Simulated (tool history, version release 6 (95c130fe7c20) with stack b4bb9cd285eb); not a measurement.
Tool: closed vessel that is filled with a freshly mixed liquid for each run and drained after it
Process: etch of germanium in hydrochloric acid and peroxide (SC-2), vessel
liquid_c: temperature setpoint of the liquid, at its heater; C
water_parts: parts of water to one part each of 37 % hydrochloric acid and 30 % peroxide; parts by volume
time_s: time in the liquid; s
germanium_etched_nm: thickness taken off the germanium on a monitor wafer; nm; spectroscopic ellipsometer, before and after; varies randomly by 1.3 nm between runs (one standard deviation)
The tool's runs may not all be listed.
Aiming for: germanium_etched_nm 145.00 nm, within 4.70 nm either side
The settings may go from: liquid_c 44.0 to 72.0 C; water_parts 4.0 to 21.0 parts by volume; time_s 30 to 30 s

run	day	liquid_c	water_parts	time_s	germanium_etched_nm
1	0.000	60.0	11.5	30	103.61
2	0.238	64.0	11.0	30	115.40
3	0.325	64.0	9.5	30	119.34
4	0.671	66.5	9.5	30	127.60
5	0.900	68.0	9.5	30	131.40
6	0.971	69.0	9.5	30	136.61
7	1.225	69.5	9.5	30	138.94
8	1.350	70.0	9.5	30	139.48

Next run, 5 choices. One meets every target within its allowed miss, the rest don't. Which?
A	1.475	69.0	11.5	30	?
B	1.475	68.0	7.5	30	?
C	1.475	69.5	11.0	30	?
D	1.475	68.0	9.0	30	?
E	1.475	70.0	6.0	30	?

move	germanium_etched_nm
A	132.89
B	135.52
C	135.57
D	133.23
E	145.63
A: the biggest miss grows against the last run
B: the biggest miss grows against the last run
C: the biggest miss grows against the last run
D: the biggest miss grows against the last run
E: every result lands within tolerance
Answer: E
